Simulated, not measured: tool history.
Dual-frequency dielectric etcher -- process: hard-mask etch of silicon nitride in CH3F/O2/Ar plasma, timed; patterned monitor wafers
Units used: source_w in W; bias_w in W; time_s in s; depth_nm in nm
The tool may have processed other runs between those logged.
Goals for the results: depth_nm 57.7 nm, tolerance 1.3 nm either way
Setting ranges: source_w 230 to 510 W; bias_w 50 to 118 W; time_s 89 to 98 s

{"run": 1, "day": 0.0, "source_w": 370, "bias_w": 84, "time_s": 98, "depth_nm": 69.164}
{"run": 2, "day": 0.35, "source_w": 340, "bias_w": 81, "time_s": 97.5, "depth_nm": 65.162}
{"run": 3, "day": 0.546, "source_w": 390, "bias_w": 81, "time_s": 97.5, "depth_nm": 68.053}
{"run": 4, "day": 0.779, "source_w": 390, "bias_w": 87, "time_s": 97.5, "depth_nm": 70.247}
{"run": 5, "day": 1.017, "source_w": 360, "bias_w": 82, "time_s": 97, "depth_nm": 66.947}
{"run": 6, "day": 1.054, "source_w": 340, "bias_w": 79, "time_s": 96.5, "depth_nm": 63.46}
{"run": 7, "day": 1.212, "source_w": 320, "bias_w": 78, "time_s": 96.5, "depth_nm": 61.906}
{"run": 8, "day": 1.425, "source_w": 310, "bias_w": 77, "time_s": 96.5, "depth_nm": 61.165}
{"run": 9, "day": 1.758, "source_w": 300, "bias_w": 76, "time_s": 96.5, "depth_nm": 59.761}
{"run": 10, "day": 1.971, "source_w": 290, "bias_w": 76, "time_s": 96.5, "depth_nm": 58.735}

Which one of the following 5 next-run settings gets every result inside its allowed miss? There is exactly one.
{"run": "A", "day": 2.183, "source_w": 350, "bias_w": 76, "time_s": 92, "depth_nm": "?"}
{"run": "B", "day": 2.183, "source_w": 250, "bias_w": 94, "time_s": 95, "depth_nm": "?"}
{"run": "C", "day": 2.183, "source_w": 280, "bias_w": 89, "time_s": 89, "depth_nm": "?"}
{"run": "D", "day": 2.183, "source_w": 290, "bias_w": 92, "time_s": 92, "depth_nm": "?"}
{"run": "E", "day": 2.183, "source_w": 260, "bias_w": 93, "time_s": 95.5, "depth_nm": "?"}

move=A depth_nm=60.888
move=B depth_nm=61.432
move=C depth_nm=58.421
move=D depth_nm=62.092
move=E depth_nm=62.309
A: its largest miss is bigger than the last run's
B: its largest miss is bigger than the last run's
C: hits every target within its allowed miss
D: its largest miss is bigger than the last run's
E: its largest miss is bigger than the last run's
C meets every target.
